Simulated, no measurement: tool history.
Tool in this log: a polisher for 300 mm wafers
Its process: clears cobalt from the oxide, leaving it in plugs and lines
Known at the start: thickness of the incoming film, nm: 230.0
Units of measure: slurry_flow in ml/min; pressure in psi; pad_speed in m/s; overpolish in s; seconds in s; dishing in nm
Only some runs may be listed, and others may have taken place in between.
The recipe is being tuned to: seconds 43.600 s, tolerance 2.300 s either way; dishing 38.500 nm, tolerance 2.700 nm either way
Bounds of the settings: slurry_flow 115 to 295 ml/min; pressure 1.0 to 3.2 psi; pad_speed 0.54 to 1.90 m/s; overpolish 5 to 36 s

| run | hour | slurry_flow | pressure | pad_speed | overpolish | seconds | dishing |
|---|---|---|---|---|---|---|---|
| 1 | 0.0 | 190 | 2.1 | 1.22 | 18 | 33.675 | 59.852 |
| 2 | 3.5 | 190 | 2.0 | 1.22 | 14 | 34.063 | 51.148 |
| 3 | 6.4 | 230 | 2.0 | 1.22 | 14 | 34.424 | 54.134 |
| 4 | 11.7 | 230 | 2.2 | 1.22 | 14 | 30.959 | 55.105 |
| 5 | 17.6 | 230 | 2.0 | 1.20 | 11 | 34.234 | 46.809 |
| 6 | 20.6 | 215 | 2.0 | 1.20 | 11 | 35.080 | 47.042 |
| 7 | 23.4 | 215 | 1.9 | 1.20 | 10 | 36.454 | 42.682 |
| 8 | 28.4 | 215 | 1.8 | 1.20 | 10 | 39.004 | 42.424 |
| 9 | 33.6 | 215 | 1.7 | 1.20 | 10 | 39.975 | 40.394 |
| 10 | 39.4 | 215 | 1.5 | 1.18 | 10 | 46.754 | 35.464 |

Of the 5 settings listed for the next run, only one would bring every result within its allowed miss of target. Which one?
| A | 45.2 | 175 | 1.4 | 1.04 | 12 | ? | ? |
| B | 45.2 | 255 | 1.7 | 0.86 | 11 | ? | ? |
| C | 45.2 | 180 | 1.4 | 1.12 | 14 | ? | ? |
| D | 45.2 | 210 | 1.5 | 0.94 | 12 | ? | ? |
| E | 45.2 | 260 | 1.4 | 1.32 | 10 | ? | ? |

| move | seconds | dishing |
|---|---|---|
| A | 56.891 | 38.320 |
| B | 52.828 | 37.974 |
| C | 53.293 | 44.195 |
| D | 56.601 | 38.458 |
| E | 44.507 | 39.939 |
A: misses by more than the last run did
B: misses by more than the last run did
C: misses by more than the last run did
D: misses by more than the last run did
E: all results in spec
E is the move that brings every result within its allowed miss.

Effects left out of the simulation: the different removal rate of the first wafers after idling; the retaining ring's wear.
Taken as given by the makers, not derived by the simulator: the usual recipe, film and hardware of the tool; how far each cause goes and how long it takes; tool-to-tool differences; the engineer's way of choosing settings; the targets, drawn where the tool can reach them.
